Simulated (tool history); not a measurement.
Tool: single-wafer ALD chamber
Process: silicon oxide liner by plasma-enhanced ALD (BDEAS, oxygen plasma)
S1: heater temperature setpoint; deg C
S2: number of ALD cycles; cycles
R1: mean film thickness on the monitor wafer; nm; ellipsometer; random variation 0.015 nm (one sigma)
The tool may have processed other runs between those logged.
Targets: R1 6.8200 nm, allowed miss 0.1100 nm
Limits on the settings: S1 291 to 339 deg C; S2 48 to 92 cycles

run 1 hour=0.0 | S1=315 S2=70 | R1=5.8359
run 2 hour=0.8 | S1=326 S2=70 | R1=5.7528
run 3 hour=4.0 | S1=317 S2=70 | R1=5.8454
run 4 hour=5.9 | S1=317 S2=62 | R1=5.1525
run 5 hour=10.4 | S1=308 S2=62 | R1=5.2344
run 6 hour=19.2 | S1=302 S2=62 | R1=5.2864
run 7 hour=20.8 | S1=301 S2=67 | R1=5.7597
run 8 hour=24.7 | S1=300 S2=70 | R1=6.0067
run 9 hour=30.7 | S1=299 S2=72 | R1=6.2181

4 candidate next runs follow, results not yet known. Just one meets every target within its allowed miss. Identify it.
run A hour=36.7 | S1=292 S2=77 | R1=?
run B hour=36.7 | S1=295 S2=74 | R1=?
run C hour=36.7 | S1=302 S2=65 | R1=?
run D hour=36.7 | S1=292 S2=74 | R1=?

move=A R1=6.8340
move=B R1=6.4889
move=C R1=5.5403
move=D R1=6.5678
A: all results land within tolerance of their targets
B: closer than the last run, but not yet in spec
C: further off than the last run
D: closer than the last run, but not yet in spec
The move that meets every target is A.
